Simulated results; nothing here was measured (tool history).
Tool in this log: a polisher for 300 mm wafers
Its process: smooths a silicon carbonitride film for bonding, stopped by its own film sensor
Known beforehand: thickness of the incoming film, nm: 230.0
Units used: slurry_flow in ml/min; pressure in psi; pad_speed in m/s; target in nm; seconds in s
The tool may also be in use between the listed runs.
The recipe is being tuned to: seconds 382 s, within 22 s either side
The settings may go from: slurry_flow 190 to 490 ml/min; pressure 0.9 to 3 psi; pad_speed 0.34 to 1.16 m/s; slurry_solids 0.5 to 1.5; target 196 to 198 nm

run  hour  slurry_flow  pressure  pad_speed  slurry_solids  target  seconds
  1     0          315       1.9       0.74              1     198   159.81
  2   5.2          315       1.9       0.58              1     198   188.65
  3   8.8          315       1.9       0.58           0.85     198   205.46
  4  11.1          315       2.2       0.58           0.85     198   181.45
  5  20.1          315       1.9       0.52           0.85     198   209.98
  6    25          350       1.9       0.52           0.85     198   212.82
  7  27.7          350       1.7       0.46           0.85     198   254.81
  8  36.4          350       1.5       0.44           0.85     198   291.56
  9  43.1          350         1       0.42           0.85     198   414.21

Pick the move, out of 4, that brings all results within their allowed miss; only one does.
  A  49.8          420       1.2       0.38           0.85     198        ?
  B  49.8          300         1       0.46           1.05     196        ?
  C  49.8          225       1.3       0.36            0.6     198        ?
  D  49.8          295       0.9        0.5            0.9     196        ?

move  seconds
   A   391.55
   B   420.59
   C   443.99
   D   459.37
A: each result inside its tolerance
B: further off than the last run
C: further off than the last run
D: further off than the last run
Go with A: it meets all targets.

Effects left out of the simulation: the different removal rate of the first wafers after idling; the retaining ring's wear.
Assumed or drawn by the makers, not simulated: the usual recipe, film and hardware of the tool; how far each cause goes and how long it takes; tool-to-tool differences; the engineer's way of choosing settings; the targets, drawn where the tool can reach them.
